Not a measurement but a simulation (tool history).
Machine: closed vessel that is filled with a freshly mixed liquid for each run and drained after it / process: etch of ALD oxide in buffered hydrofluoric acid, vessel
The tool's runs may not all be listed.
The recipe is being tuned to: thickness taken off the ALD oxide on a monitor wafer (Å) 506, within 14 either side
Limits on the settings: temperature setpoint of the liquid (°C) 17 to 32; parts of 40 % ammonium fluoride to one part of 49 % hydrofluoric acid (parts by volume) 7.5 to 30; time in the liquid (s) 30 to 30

| run | hour | temperature setpoint of the liquid (°C) | parts of 40 % ammonium fluoride to one part of 49 % hydrofluoric acid (parts by volume) | time in the liquid (s) | thickness taken off the ALD oxide on a monitor wafer (Å) |
|---|---|---|---|---|---|
| 1 | 0 | 24 | 20.5 | 30 | 638.19 |
| 2 | 0.9 | 24 | 20.5 | 30 | 649.1 |
| 3 | 4.1 | 24 | 16 | 30 | 815.68 |
| 4 | 8.7 | 21 | 16 | 30 | 684.27 |
| 5 | 16.7 | 24.5 | 16 | 30 | 833.22 |
| 6 | 25 | 24.5 | 16 | 30 | 831.26 |
| 7 | 30 | 23 | 16.5 | 30 | 749.26 |
| 8 | 34.3 | 19 | 18.5 | 30 | 532.09 |
| 9 | 40.5 | 19 | 18.5 | 30 | 539.02 |

Which one of the following 5 next-run settings gets every result inside its allowed miss? There is exactly one.
| A | 46.7 | 19.5 | 19 | 30 | ? |
| B | 46.7 | 17 | 16.5 | 30 | ? |
| C | 46.7 | 17.5 | 18 | 30 | ? |
| D | 46.7 | 18 | 17 | 30 | ? |
| E | 46.7 | 20.5 | 20 | 30 | ? |

| move | thickness taken off the ALD oxide on a monitor wafer (Å) |
|---|---|
| A | 538.97 |
| B | 537.56 |
| C | 507.61 |
| D | 552.59 |
| E | 541.92 |
A: no better and no worse than the last run
B: no better and no worse than the last run
C: in spec on every target
D: moves away from the targets compared with the last run
E: moves away from the targets compared with the last run
Move C is the one to make.
